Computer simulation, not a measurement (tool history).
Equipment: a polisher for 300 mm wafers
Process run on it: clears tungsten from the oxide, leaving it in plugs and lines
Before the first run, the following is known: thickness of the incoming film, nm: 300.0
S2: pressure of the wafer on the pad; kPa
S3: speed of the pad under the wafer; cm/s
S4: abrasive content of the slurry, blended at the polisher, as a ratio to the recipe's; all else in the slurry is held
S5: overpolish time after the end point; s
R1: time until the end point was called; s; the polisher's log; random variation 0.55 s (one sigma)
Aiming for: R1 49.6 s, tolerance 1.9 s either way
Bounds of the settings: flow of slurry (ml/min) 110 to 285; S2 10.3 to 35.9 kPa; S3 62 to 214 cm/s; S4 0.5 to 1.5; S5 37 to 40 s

{"run": 1, "day": 0.0, "flow of slurry (ml/min)": 180, "S2": 22.8, "S3": 138, "S4": 1, "S5": 37, "R1": 41.533}
{"run": 2, "day": 0.083, "flow of slurry (ml/min)": 180, "S2": 22.8, "S3": 120, "S4": 1, "S5": 37, "R1": 46.696}
{"run": 3, "day": 0.221, "flow of slurry (ml/min)": 180, "S2": 22.8, "S3": 86, "S4": 1, "S5": 37, "R1": 59.985}
{"run": 4, "day": 0.529, "flow of slurry (ml/min)": 180, "S2": 22.8, "S3": 74, "S4": 1, "S5": 37, "R1": 67.909}
{"run": 5, "day": 0.562, "flow of slurry (ml/min)": 180, "S2": 22.8, "S3": 74, "S4": 1.1, "S5": 37, "R1": 63.819}
{"run": 6, "day": 0.679, "flow of slurry (ml/min)": 180, "S2": 23.4, "S3": 74, "S4": 1.1, "S5": 37, "R1": 63.34}
{"run": 7, "day": 1.038, "flow of slurry (ml/min)": 180, "S2": 24.8, "S3": 74, "S4": 1.1, "S5": 37, "R1": 59.662}
{"run": 8, "day": 1.212, "flow of slurry (ml/min)": 180, "S2": 25.5, "S3": 74, "S4": 1.1, "S5": 37, "R1": 59.171}
{"run": 9, "day": 1.458, "flow of slurry (ml/min)": 180, "S2": 26.2, "S3": 74, "S4": 1.1, "S5": 37, "R1": 56.514}
{"run": 10, "day": 1.479, "flow of slurry (ml/min)": 180, "S2": 26.9, "S3": 74, "S4": 1.1, "S5": 37, "R1": 55.584}
{"run": 11, "day": 1.783, "flow of slurry (ml/min)": 180, "S2": 27.6, "S3": 74, "S4": 1.1, "S5": 37, "R1": 53.442}

4 next moves are on the table. One of them brings every result within its allowed miss. Which?
{"run": "A", "day": 2.088, "flow of slurry (ml/min)": 195, "S2": 27.6, "S3": 98, "S4": 1.1, "S5": 40, "R1": "?"}
{"run": "B", "day": 2.088, "flow of slurry (ml/min)": 185, "S2": 33.1, "S3": 68, "S4": 0.8, "S5": 37, "R1": "?"}
{"run": "C", "day": 2.088, "flow of slurry (ml/min)": 195, "S2": 26.2, "S3": 80, "S4": 1.3, "S5": 40, "R1": "?"}
{"run": "D", "day": 2.088, "flow of slurry (ml/min)": 175, "S2": 28.3, "S3": 88, "S4": 1.2, "S5": 40, "R1": "?"}

move=A R1=42.877
move=B R1=53.047
move=C R1=49.597
move=D R1=44.571
A: the result that was furthest off in the last run now lies on the other side of its target
B: gains on the last run, yet a result remains outside its allowed miss
C: every result within its allowed miss
D: the result that was furthest off in the last run now lies on the other side of its target
The right move is C.
